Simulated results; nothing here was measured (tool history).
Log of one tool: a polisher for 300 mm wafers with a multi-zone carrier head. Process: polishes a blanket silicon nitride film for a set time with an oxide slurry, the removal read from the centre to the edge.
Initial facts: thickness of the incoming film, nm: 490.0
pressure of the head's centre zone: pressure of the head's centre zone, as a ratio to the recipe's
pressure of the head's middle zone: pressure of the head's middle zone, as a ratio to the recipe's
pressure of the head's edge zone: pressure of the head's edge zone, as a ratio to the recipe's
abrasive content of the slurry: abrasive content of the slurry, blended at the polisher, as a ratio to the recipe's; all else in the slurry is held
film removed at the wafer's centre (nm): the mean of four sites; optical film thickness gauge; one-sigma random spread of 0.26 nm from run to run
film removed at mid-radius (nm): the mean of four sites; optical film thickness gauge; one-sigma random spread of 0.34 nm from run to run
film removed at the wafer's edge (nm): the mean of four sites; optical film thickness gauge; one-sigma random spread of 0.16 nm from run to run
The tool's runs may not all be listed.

run,hour,flow of slurry (ml/min),pressure of the head's centre zone,pressure of the head's middle zone,pressure of the head's edge zone,abrasive content of the slurry,polishing time (s),film removed at the wafer's centre (nm),film removed at mid-radius (nm),film removed at the wafer's edge (nm)
1,0,170,1,1,1,1,34,43.131,43.655,44.659
2,3.5,165,0.98,0.99,0.98,0.9,33,38.025,40.571,40.446
3,5.5,165,0.98,0.99,0.91,0.9,33,37.985,39.576,39.24
4,13.6,160,0.97,0.97,0.9,0.85,32,36.29,36.952,36.481
5,15.4,155,0.94,0.95,0.91,0.8,31,32.984,33.884,34.697
6,22.5,150,0.92,0.94,0.9,0.75,31,30.647,32.755,33.349
7,30.6,145,0.91,0.93,0.89,0.7,31,29.95,30.352,32.184
8,32.9,140,0.9,0.93,0.88,0.65,31,27.624,30.667,30.923
9,34.1,135,0.89,0.92,0.87,0.65,31,26.499,29.824,30.273
10,38.4,135,0.89,0.91,0.86,0.65,31,26.716,29.263,30.354

The next listed run, before its measurement:
11,40.5,120,0.87,0.9,0.81,0.5,29,?,?,?

{"run 11": {"film removed at the wafer's centre (nm)": 21.604, "film removed at mid-radius (nm)": 23.14, "film removed at the wafer's edge (nm)": 24.181}}
